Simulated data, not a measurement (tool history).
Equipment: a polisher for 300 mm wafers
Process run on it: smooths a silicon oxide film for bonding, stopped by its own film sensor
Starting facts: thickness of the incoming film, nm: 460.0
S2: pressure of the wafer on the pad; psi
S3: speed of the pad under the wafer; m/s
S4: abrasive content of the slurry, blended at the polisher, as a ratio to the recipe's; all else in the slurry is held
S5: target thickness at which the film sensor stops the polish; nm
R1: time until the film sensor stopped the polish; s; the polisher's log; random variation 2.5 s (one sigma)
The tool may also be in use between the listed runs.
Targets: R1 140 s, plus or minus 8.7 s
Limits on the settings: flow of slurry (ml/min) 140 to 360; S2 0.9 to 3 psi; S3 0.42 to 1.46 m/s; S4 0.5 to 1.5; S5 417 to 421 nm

run 1 hour=0 | flow_of_slurry_(ml/min)=230 S2=1.9 S3=0.94 S4=1 S5=417 | R1=76.453
run 2 hour=2.9 | flow_of_slurry_(ml/min)=190 S2=1.9 S3=0.94 S4=1 S5=417 | R1=77.227
run 3 hour=9.5 | flow_of_slurry_(ml/min)=190 S2=1.7 S3=0.92 S4=1 S5=417 | R1=85.047
run 4 hour=12.4 | flow_of_slurry_(ml/min)=190 S2=1.5 S3=0.88 S4=1 S5=417 | R1=101.42
run 5 hour=19.4 | flow_of_slurry_(ml/min)=210 S2=1.5 S3=0.88 S4=1 S5=417 | R1=98.424
run 6 hour=22.9 | flow_of_slurry_(ml/min)=230 S2=1.5 S3=0.88 S4=1 S5=417 | R1=97.194
run 7 hour=24.4 | flow_of_slurry_(ml/min)=230 S2=1.4 S3=0.86 S4=1 S5=417 | R1=107.79
run 8 hour=29.4 | flow_of_slurry_(ml/min)=230 S2=1.3 S3=0.86 S4=1 S5=417 | R1=111.83
run 9 hour=34.6 | flow_of_slurry_(ml/min)=230 S2=1.2 S3=0.86 S4=1 S5=417 | R1=121.6
run 10 hour=38.2 | flow_of_slurry_(ml/min)=230 S2=1.2 S3=0.86 S4=1 S5=417 | R1=123.21

Below are 4 possible settings for the next run. Only one of them brings all results inside the allowed miss of their targets. Which is it?
run A hour=41.8 | flow_of_slurry_(ml/min)=250 S2=1.1 S3=0.9 S4=1.1 S5=417 | R1=?
run B hour=41.8 | flow_of_slurry_(ml/min)=245 S2=1 S3=0.86 S4=1.1 S5=417 | R1=?
run C hour=41.8 | flow_of_slurry_(ml/min)=225 S2=1.2 S3=0.84 S4=1.15 S5=417 | R1=?
run D hour=41.8 | flow_of_slurry_(ml/min)=230 S2=1.4 S3=0.84 S4=1.05 S5=420 | R1=?

move=A R1=122.62
move=B R1=137.91
move=C R1=116.88
move=D R1=96.634
A: roughly where the last run was
B: all results in spec
C: moves away from the targets compared with the last run
D: moves away from the targets compared with the last run
Go with B: it meets all targets.

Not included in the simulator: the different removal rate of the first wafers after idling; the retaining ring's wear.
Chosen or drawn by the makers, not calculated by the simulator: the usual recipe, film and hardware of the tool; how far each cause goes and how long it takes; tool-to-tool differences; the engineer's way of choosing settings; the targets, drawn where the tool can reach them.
